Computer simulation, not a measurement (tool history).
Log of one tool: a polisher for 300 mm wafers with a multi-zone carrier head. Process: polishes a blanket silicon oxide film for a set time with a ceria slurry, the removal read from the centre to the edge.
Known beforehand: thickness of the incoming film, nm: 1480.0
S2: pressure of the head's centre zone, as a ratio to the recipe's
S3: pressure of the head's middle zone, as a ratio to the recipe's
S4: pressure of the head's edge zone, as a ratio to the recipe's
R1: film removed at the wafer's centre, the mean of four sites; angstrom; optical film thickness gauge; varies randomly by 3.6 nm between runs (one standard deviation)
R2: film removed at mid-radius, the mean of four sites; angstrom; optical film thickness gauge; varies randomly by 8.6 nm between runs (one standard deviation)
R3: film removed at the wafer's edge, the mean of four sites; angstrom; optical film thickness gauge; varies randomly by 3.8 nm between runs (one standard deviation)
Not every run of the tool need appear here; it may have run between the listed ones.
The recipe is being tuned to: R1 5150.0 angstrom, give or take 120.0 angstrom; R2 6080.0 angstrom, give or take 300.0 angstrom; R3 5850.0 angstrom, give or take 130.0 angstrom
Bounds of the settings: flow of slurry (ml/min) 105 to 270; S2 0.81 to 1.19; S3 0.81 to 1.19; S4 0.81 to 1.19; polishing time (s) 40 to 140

Run 1, hour 0.0: flow of slurry (ml/min) 175, S2 1.00, S3 1.00, S4 1.00, polishing time (s) 90. Result: R1 5047.0 angstrom, R2 5286.6 angstrom, R3 5048.4 angstrom.
Run 2, hour 2.8: flow of slurry (ml/min) 175, S2 1.04, S3 1.00, S4 1.00, polishing time (s) 90. Result: R1 5205.6 angstrom, R2 5193.3 angstrom, R3 5109.1 angstrom.
Run 3, hour 10.5: flow of slurry (ml/min) 185, S2 1.01, S3 1.02, S4 1.06, polishing time (s) 91. Result: R1 5203.9 angstrom, R2 5477.0 angstrom, R3 5244.8 angstrom.
Run 4, hour 12.0: flow of slurry (ml/min) 185, S2 1.01, S3 1.09, S4 1.06, polishing time (s) 91. Result: R1 5223.0 angstrom, R2 5681.5 angstrom, R3 5286.8 angstrom.
Run 5, hour 15.7: flow of slurry (ml/min) 180, S2 0.98, S3 1.08, S4 1.10, polishing time (s) 93. Result: R1 5122.4 angstrom, R2 5816.7 angstrom, R3 5497.8 angstrom.
Run 6, hour 18.3: flow of slurry (ml/min) 140, S2 0.98, S3 1.08, S4 1.10, polishing time (s) 93. Result: R1 4841.7 angstrom, R2 5658.8 angstrom, R3 5319.2 angstrom.
Run 7, hour 26.1: flow of slurry (ml/min) 155, S2 0.97, S3 1.08, S4 1.13, polishing time (s) 94. Result: R1 5037.4 angstrom, R2 5735.6 angstrom, R3 5595.3 angstrom.
Run 8, hour 31.1: flow of slurry (ml/min) 160, S2 0.96, S3 1.10, S4 1.14, polishing time (s) 94. Result: R1 4977.7 angstrom, R2 5855.7 angstrom, R3 5557.7 angstrom.
Run 9, hour 33.4: flow of slurry (ml/min) 165, S2 0.96, S3 1.10, S4 1.16, polishing time (s) 94. Result: R1 5074.3 angstrom, R2 6023.1 angstrom, R3 5584.8 angstrom.
Run 10, hour 35.3: flow of slurry (ml/min) 165, S2 0.96, S3 1.10, S4 1.16, polishing time (s) 94. Result: R1 5016.6 angstrom, R2 6047.4 angstrom, R3 5737.3 angstrom.
Run 11, hour 41.6: flow of slurry (ml/min) 165, S2 0.96, S3 1.10, S4 1.16, polishing time (s) 94. Result: R1 5060.2 angstrom, R2 5888.3 angstrom, R3 5593.6 angstrom.
Run 12, hour 44.8: flow of slurry (ml/min) 165, S2 0.95, S3 1.10, S4 1.17, polishing time (s) 95. Result: R1 5050.3 angstrom, R2 5777.3 angstrom, R3 5780.2 angstrom.

Which of these 5 next moves meets every target?
Run A, hour 48.0: flow of slurry (ml/min) 200, S2 0.92, S3 0.99, S4 1.19, polishing time (s) 95. Result: R1 ?, R2 ?, R3 ?.
Run B, hour 48.0: flow of slurry (ml/min) 110, S2 0.99, S3 1.08, S4 1.19, polishing time (s) 97. Result: R1 ?, R2 ?, R3 ?.
Run C, hour 48.0: flow of slurry (ml/min) 205, S2 0.99, S3 0.94, S4 1.19, polishing time (s) 91. Result: R1 ?, R2 ?, R3 ?.
Run D, hour 48.0: flow of slurry (ml/min) 165, S2 0.96, S3 1.10, S4 1.16, polishing time (s) 93. Result: R1 ?, R2 ?, R3 ?.
Run E, hour 48.0: flow of slurry (ml/min) 205, S2 0.94, S3 1.05, S4 1.15, polishing time (s) 96. Result: R1 ?, R2 ?, R3 ?.

move      R1      R2      R3
   A  4986.6  5567.4  5915.1
   B  4916.7  5553.7  5625.7
   C  5159.8  5120.4  5683.3
   D  4947.5  5801.1  5593.1
   E  5170.2  5932.1  5881.1
A: misses by more than the last run did
B: misses by more than the last run did
C: misses by more than the last run did
D: puts the biggest miss on target and leaves a different result outside tolerance
E: each result inside its tolerance
Move E is the one to make.
